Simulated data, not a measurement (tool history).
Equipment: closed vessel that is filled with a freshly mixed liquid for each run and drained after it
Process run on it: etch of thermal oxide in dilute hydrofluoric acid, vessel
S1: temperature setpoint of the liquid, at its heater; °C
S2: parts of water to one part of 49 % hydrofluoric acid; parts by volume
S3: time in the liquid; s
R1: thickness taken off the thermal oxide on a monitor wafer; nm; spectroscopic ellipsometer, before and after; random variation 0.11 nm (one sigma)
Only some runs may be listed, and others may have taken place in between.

| run | day | S1 | S2 | S3 | R1 |
|---|---|---|---|---|---|
| 1 | 0.000 | 23.0 | 295 | 615 | 7.5978 |
| 2 | 0.162 | 20.5 | 295 | 615 | 6.8363 |
| 3 | 0.258 | 22.0 | 295 | 615 | 7.3518 |
| 4 | 0.300 | 22.0 | 380 | 615 | 5.2419 |
| 5 | 0.658 | 22.0 | 380 | 615 | 5.2282 |
| 6 | 0.979 | 22.0 | 380 | 615 | 5.1620 |

What does the tool deliver on the next run?
| 7 | 1.200 | 23.0 | 360 | 615 | ? |

R1: 5.7545 nm
